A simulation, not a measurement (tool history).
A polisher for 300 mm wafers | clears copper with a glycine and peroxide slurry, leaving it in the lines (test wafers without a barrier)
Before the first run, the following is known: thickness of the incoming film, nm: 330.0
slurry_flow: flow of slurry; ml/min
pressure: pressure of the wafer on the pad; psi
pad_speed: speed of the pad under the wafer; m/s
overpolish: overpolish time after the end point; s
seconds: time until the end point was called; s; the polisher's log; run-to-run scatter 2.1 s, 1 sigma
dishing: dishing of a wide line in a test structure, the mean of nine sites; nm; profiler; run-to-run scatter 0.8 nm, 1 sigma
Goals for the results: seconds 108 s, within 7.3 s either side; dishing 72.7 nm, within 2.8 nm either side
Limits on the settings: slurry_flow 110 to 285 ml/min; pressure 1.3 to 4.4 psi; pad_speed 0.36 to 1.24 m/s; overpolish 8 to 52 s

run	hour	slurry_flow	pressure	pad_speed	overpolish	seconds	dishing
1	0	180	2.8	0.8	26	61.866	83.336
2	5.7	180	2.8	1	26	50.438	92.542
3	12.4	175	2.4	0.92	29	59.469	87.545
4	19.9	175	2.4	0.92	37	61.102	101.35
5	21.4	175	2.4	0.92	27	59.967	83.399
6	26.9	205	2.4	0.92	27	59.968	83.387
7	34.5	205	2.1	0.84	30	70.005	78.874
8	42.6	180	1.3	0.62	43	119.79	70.105
9	49.3	180	1.3	0.62	43	122.23	69.182

Exercise: of the 5 proposed moves below, exactly one satisfies all targets within the stated allowed misses. Which move is it?
A	56	205	1.6	0.74	29	?	?
B	56	190	1.7	0.68	32	?	?
C	56	205	1.5	0.78	32	?	?
D	56	115	1.7	0.68	39	?	?
E	56	185	2.3	0.52	29	?	?

move	seconds	dishing
A	92.157	63.056
B	94.633	67.048
C	92.852	66.79
D	103.44	72.416
E	93.007	65.108
A: carries the result that was furthest off beyond its target, to the other side
B: carries the result that was furthest off beyond its target, to the other side
C: carries the result that was furthest off beyond its target, to the other side
D: meets every target
E: carries the result that was furthest off beyond its target, to the other side
Correct choice: D, which meets every target
